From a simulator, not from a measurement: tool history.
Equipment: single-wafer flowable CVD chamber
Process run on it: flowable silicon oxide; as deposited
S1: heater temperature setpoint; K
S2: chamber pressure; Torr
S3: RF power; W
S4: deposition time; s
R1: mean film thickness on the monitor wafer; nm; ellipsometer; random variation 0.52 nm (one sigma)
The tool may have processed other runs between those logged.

run,day,S1,S2,S3,S4,R1
1,0.000,378.15,0.912,2230,682,423.70
2,0.125,378.15,1.073,2230,682,495.31
3,0.221,378.15,1.157,2230,682,534.09
4,0.296,382.15,1.119,2225,682,457.29
5,0.442,386.15,1.080,2220,682,392.41
6,0.475,378.15,1.080,2220,682,496.55

Estimate the outcome of run 7 from the log above:
7,0.842,382.15,1.043,2215,682,?

R1: 428.16 nm
